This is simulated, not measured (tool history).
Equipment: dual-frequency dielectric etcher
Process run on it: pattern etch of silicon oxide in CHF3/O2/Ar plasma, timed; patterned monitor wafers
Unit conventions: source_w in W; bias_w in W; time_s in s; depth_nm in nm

run 1 hour=0.0 | source_w=740 bias_w=134 time_s=279 | depth_nm=502.70
run 2 hour=2.8 | source_w=780 bias_w=134 time_s=279 | depth_nm=509.92
run 3 hour=8.7 | source_w=800 bias_w=135 time_s=279 | depth_nm=515.09
run 4 hour=11.2 | source_w=800 bias_w=144 time_s=279 | depth_nm=529.55
run 5 hour=17.1 | source_w=810 bias_w=145 time_s=279 | depth_nm=531.70
run 6 hour=20.4 | source_w=700 bias_w=145 time_s=279 | depth_nm=511.70
run 7 hour=22.2 | source_w=720 bias_w=147 time_s=279 | depth_nm=510.68

What does the tool deliver on the next run?
run 8 hour=23.0 | source_w=740 bias_w=148 time_s=279 | depth_nm=?

{"run 8": {"depth_nm": 520.36}}
